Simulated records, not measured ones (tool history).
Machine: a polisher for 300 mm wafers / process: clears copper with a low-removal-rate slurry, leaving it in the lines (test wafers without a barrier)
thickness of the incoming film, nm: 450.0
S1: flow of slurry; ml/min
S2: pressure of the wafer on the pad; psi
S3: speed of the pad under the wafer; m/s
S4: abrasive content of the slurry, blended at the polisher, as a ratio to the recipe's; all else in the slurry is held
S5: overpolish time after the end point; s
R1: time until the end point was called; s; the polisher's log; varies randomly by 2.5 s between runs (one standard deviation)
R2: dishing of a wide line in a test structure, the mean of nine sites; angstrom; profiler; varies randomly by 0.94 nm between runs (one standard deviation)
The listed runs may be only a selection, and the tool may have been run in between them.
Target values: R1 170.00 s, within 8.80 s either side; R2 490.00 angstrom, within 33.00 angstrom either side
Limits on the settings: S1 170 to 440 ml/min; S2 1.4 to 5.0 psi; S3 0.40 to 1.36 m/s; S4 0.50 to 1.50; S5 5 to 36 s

{"run": 1, "day": 0.0, "S1": 280, "S2": 3.2, "S3": 0.88, "S4": 1.0, "S5": 18, "R1": 197.15, "R2": 286.19}
{"run": 2, "day": 0.175, "S1": 220, "S2": 3.2, "S3": 0.88, "S4": 1.0, "S5": 18, "R1": 197.66, "R2": 280.95}
{"run": 3, "day": 0.379, "S1": 220, "S2": 3.2, "S3": 0.88, "S4": 0.8, "S5": 18, "R1": 204.38, "R2": 276.09}
{"run": 4, "day": 0.712, "S1": 220, "S2": 3.2, "S3": 0.88, "S4": 0.8, "S5": 12, "R1": 198.69, "R2": 183.64}
{"run": 5, "day": 0.762, "S1": 170, "S2": 3.2, "S3": 0.88, "S4": 0.8, "S5": 12, "R1": 204.75, "R2": 177.75}
{"run": 6, "day": 0.858, "S1": 170, "S2": 3.2, "S3": 0.88, "S4": 0.8, "S5": 19, "R1": 211.88, "R2": 286.54}
{"day": 0.912, "done": "slurry nozzle cleaned"}
{"run": 7, "day": 0.912, "S1": 170, "S2": 3.3, "S3": 0.88, "S4": 0.8, "S5": 20, "R1": 198.06, "R2": 301.95}
{"run": 8, "day": 1.012, "S1": 170, "S2": 3.3, "S3": 0.88, "S4": 0.8, "S5": 21, "R1": 203.1, "R2": 317.34}
{"run": 9, "day": 1.379, "S1": 170, "S2": 3.4, "S3": 0.88, "S4": 0.8, "S5": 22, "R1": 194.28, "R2": 353.42}
{"run": 10, "day": 1.683, "S1": 175, "S2": 3.6, "S3": 0.9, "S4": 0.8, "S5": 24, "R1": 188.05, "R2": 394.32}
{"run": 11, "day": 1.717, "S1": 175, "S2": 3.8, "S3": 0.92, "S4": 0.8, "S5": 26, "R1": 170.61, "R2": 438.56}

Exercise: of the 4 proposed moves below, exactly one satisfies all targets within the stated allowed misses. Which move is it?
{"run": "A", "day": 1.75, "S1": 180, "S2": 3.5, "S3": 1.04, "S4": 0.8, "S5": 34, "R1": "?", "R2": "?"}
{"run": "B", "day": 1.75, "S1": 170, "S2": 3.4, "S3": 1.1, "S4": 0.6, "S5": 30, "R1": "?", "R2": "?"}
{"run": "C", "day": 1.75, "S1": 205, "S2": 3.3, "S3": 0.94, "S4": 0.95, "S5": 36, "R1": "?", "R2": "?"}
{"run": "D", "day": 1.75, "S1": 185, "S2": 3.5, "S3": 0.92, "S4": 0.8, "S5": 31, "R1": "?", "R2": "?"}

move=A R1=169.82 R2=568.87
move=B R1=174.38 R2=502.35
move=C R1=185.81 R2=552.00
move=D R1=186.45 R2=489.24
A: takes the biggest miss from the last run beyond its target
B: all results in spec
C: takes the biggest miss from the last run beyond its target
D: corrects the largest miss of the last run, while another result sits out of spec
Go with B: it meets all targets.
